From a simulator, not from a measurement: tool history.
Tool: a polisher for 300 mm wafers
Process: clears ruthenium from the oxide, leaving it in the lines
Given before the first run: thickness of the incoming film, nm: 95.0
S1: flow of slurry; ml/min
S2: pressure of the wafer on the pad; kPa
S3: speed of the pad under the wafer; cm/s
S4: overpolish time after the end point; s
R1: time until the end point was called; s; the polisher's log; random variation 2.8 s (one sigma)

run  hour   S1    S2  S3  S4      R1
  1     0  125  10.3  98   9  145.74
  2   1.6  100  10.3  98   9  153.08
  3     9  120  10.3  98   9  142.48
  4  11.6  120  10.3  80   9   176.8
  5    14  115   9.7  80   9  188.29
  6  20.9  115   9.7  80   9  193.91
  7  22.9  110   9.7  80   9  195.76

Predict the results of run 8:
  8  24.3  105  9.7  80   9   ?

R1: 196.84 s
